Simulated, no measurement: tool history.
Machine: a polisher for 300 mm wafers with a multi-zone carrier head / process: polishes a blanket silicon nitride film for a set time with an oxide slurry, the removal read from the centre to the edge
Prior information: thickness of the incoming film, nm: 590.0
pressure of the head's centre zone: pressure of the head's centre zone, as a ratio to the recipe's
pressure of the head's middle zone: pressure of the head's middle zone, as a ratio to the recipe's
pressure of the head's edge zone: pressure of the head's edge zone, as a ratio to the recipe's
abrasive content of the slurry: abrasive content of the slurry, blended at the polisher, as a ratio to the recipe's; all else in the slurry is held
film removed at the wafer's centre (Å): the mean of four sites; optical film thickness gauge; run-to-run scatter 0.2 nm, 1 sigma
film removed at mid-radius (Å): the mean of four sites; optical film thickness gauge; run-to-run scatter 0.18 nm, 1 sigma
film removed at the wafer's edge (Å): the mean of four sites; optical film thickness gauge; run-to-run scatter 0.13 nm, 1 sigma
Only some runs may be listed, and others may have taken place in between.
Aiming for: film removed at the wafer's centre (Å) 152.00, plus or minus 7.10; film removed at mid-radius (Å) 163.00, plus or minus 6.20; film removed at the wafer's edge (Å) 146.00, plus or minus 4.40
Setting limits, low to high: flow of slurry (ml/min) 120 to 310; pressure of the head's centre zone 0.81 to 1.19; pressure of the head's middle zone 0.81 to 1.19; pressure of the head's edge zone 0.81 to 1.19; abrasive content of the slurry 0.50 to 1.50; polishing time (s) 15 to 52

run  hour  flow of slurry (ml/min)  pressure of the head's centre zone  pressure of the head's middle zone  pressure of the head's edge zone  abrasive content of the slurry  polishing time (s)  film removed at the wafer's centre (Å)  film removed at mid-radius (Å)  film removed at the wafer's edge (Å)
  1   0.0                      200                                1.00                                1.00                              1.00                            1.00                  33                                  215.21                          209.56                                208.06
  2   3.5                      200                                1.00                                1.00                              0.93                            1.00                  33                                  216.02                          212.47                                205.19
  3   9.9                      200                                1.00                                0.97                              0.93                            1.00                  33                                  216.75                          205.18                                204.40
  4  16.5                      200                                1.06                                0.97                              0.93                            1.00                  33                                  226.40                          205.16                                201.03
  5  25.2                      200                                1.06                                0.97                              0.88                            1.00                  33                                  225.05                          203.47                                196.92
  6  31.6                      200                                1.06                                0.97                              0.95                            1.00                  33                                  225.59                          205.79                                201.78
  7  34.0                      195                                1.05                                0.98                              0.94                            0.95                  33                                  217.68                          202.42                                197.10
  8  41.9                      195                                1.05                                0.98                              0.94                            0.95                  33                                  220.55                          202.44                                197.62
  9  45.1                      195                                1.04                                0.99                              0.93                            0.90                  33                                  208.12                          201.19                                192.42
 10  45.8                      195                                1.04                                0.99                              0.92                            0.85                  33                                  205.04                          194.31                                185.18
 11  52.4                      195                                1.03                                0.99                              0.91                            0.80                  33                                  195.37                          187.29                                177.64
 12  60.9                      195                                1.02                                0.99                              0.90                            0.75                  33                                  184.35                          179.18                                168.78
 13  69.8                      195                                1.01                                0.99                              0.89                            0.75                  33                                  190.72                          180.19                                170.94
 14  75.6                      195                                1.01                                0.99                              0.89                            0.75                  33                                  182.73                          178.79                                168.16
 15  77.9                      195                                1.00                                0.99                              0.88                            0.75                  33                                  183.43                          180.58                                167.29
 16  82.3                      195                                0.99                                0.99                              0.87                            0.75                  33                                  181.87                          177.91                                166.09
 17  89.0                      195                                0.98                                0.99                              0.86                            0.75                  33                                  178.71                          179.07                                167.20
 18  93.2                      195                                0.98                                0.99                              0.85                            0.75                  33                                  177.67                          181.92                                166.35
 19  98.8                      185                                0.96                                0.99                              0.83                            0.65                  33                                  163.02                          162.95                                148.44

Exactly one of the 4 candidate moves below puts every result within its allowed miss. Which one?
  A  104.4                      255                                0.81                                1.16                              0.85                            0.65                  29                                       ?                               ?                                     ?
  B  104.4                      200                                1.00                                1.11                              0.81                            0.50                  35                                       ?                               ?                                     ?
  C  104.4                      180                                0.90                                0.99                              0.81                            0.80                  29                                       ?                               ?                                     ?
  D  104.4                      265                                0.81                                1.17                              0.92                            0.70                  28                                       ?                               ?                                     ?

move  film removed at the wafer's centre (Å)  film removed at mid-radius (Å)  film removed at the wafer's edge (Å)
   A                                  134.53                          173.23                                138.17
   B                                  154.23                          162.86                                133.38
   C                                  155.55                          162.47                                147.52
   D                                  136.64                          177.14                                145.22
A: the result that was furthest off in the last run now lies on the other side of its target
B: gets the furthest-off result to its target, but another result is out of tolerance
C: all results in spec
D: the result that was furthest off in the last run now lies on the other side of its target
C is the move that brings every result within its allowed miss.
